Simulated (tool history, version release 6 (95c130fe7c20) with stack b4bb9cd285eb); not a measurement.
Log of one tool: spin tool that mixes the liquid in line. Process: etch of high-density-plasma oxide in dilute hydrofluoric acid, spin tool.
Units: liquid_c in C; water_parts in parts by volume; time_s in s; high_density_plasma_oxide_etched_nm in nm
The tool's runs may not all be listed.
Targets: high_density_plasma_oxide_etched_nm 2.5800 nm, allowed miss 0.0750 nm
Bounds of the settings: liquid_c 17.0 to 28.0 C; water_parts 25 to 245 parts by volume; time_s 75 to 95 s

run,hour,liquid_c,water_parts,time_s,high_density_plasma_oxide_etched_nm
1,0.0,20.0,135,95,3.8766
2,2.8,21.5,135,95,4.1115
3,9.3,20.5,140,95,3.7578
4,13.7,20.5,140,75,2.9808
5,14.8,20.5,115,75,3.7011
6,22.5,20.0,120,75,3.4646
7,24.4,19.5,125,75,3.2759
8,29.8,19.0,130,75,3.0566
9,36.3,18.5,130,75,3.0132
10,42.5,18.0,130,75,2.9361
11,46.3,17.5,135,75,2.7497

Which of these 4 next moves meets every target?
A,50.1,17.0,135,80,?
B,50.1,19.0,170,95,?
C,50.1,17.0,140,80,?
D,50.1,17.0,165,90,?

move,high_density_plasma_oxide_etched_nm
A,2.8758
B,2.8407
C,2.7594
D,2.5711
A: further off than the last run
B: further off than the last run
C: further off than the last run
D: meets every target
Answer: D
